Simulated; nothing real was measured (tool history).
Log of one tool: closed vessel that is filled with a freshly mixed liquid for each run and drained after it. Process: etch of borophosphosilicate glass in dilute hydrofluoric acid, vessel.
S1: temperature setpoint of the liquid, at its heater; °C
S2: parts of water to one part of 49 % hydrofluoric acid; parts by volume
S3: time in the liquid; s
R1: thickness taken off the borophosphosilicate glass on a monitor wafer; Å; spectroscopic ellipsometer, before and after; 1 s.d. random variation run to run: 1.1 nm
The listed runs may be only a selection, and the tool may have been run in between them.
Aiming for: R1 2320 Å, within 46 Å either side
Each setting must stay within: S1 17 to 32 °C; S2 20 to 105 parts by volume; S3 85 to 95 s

run	hour	S1	S2	S3	R1
1	0	24	55	85	1072.8
2	3.1	24	55	85	1082.8
3	8.5	24	65	85	909.09
4	10.3	20.5	65	85	778.1
5	16.9	22.5	60	85	922.85
6	18.1	22.5	60	95	1039.4
7	26.5	24	55	95	1209.4
8	31.6	25	50	95	1395.9
9	40.8	26	50	95	1452.8
10	48.3	26	50	95	1437
11	49.8	27	50	95	1502.3
12	57.9	28	50	95	1578.6
13	62.8	28.5	50	95	1608.5
14	64.7	29	50	95	1630.5
15	73.3	29	50	95	1639.8
16	78.4	32	35	95	2696.7
17	81.9	31.5	35	95	2647.5
18	89.4	27.5	35	95	2264.5

4 next moves are on the table. One of them brings every result within its allowed miss. Which?
A	96.9	27	35	95	?
B	96.9	31	35	85	?
C	96.9	28	35	90	?
D	96.9	30.5	40	95	?

move	R1
A	2181.9
B	2292.1
C	2152.7
D	2180.3
A: its largest miss is bigger than the last run's
B: in spec on every target
C: its largest miss is bigger than the last run's
D: its largest miss is bigger than the last run's
The move that meets every target is B.

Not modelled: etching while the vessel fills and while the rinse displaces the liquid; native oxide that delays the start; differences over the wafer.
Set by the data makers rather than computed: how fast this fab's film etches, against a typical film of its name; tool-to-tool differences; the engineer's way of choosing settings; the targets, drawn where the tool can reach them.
